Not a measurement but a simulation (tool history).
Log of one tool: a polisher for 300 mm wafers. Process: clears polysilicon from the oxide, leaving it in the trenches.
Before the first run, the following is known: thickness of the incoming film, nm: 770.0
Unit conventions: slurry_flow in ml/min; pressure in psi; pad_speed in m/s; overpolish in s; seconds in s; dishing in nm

run 1 hour=0.0 | slurry_flow=275 pressure=3.0 pad_speed=1.10 overpolish=27 | seconds=53.392 dishing=65.450
run 2 hour=1.8 | slurry_flow=275 pressure=3.0 pad_speed=1.10 overpolish=35 | seconds=53.429 dishing=66.173
run 3 hour=6.9 | slurry_flow=340 pressure=3.0 pad_speed=1.10 overpolish=35 | seconds=52.306 dishing=67.363
run 4 hour=7.6 | slurry_flow=330 pressure=2.7 pad_speed=1.10 overpolish=34 | seconds=57.290 dishing=66.415
run 5 hour=14.5 | slurry_flow=325 pressure=2.5 pad_speed=1.10 overpolish=34 | seconds=61.262 dishing=70.787
run 6 hour=17.1 | slurry_flow=305 pressure=2.5 pad_speed=1.06 overpolish=28 | seconds=62.857 dishing=67.754

Run 7, settings as shown, results not yet in. Your forecast:
run 7 hour=17.7 | slurry_flow=290 pressure=2.4 pad_speed=1.04 overpolish=24 | seconds=? dishing=?

seconds: 66.847 s
dishing: 67.539 nm

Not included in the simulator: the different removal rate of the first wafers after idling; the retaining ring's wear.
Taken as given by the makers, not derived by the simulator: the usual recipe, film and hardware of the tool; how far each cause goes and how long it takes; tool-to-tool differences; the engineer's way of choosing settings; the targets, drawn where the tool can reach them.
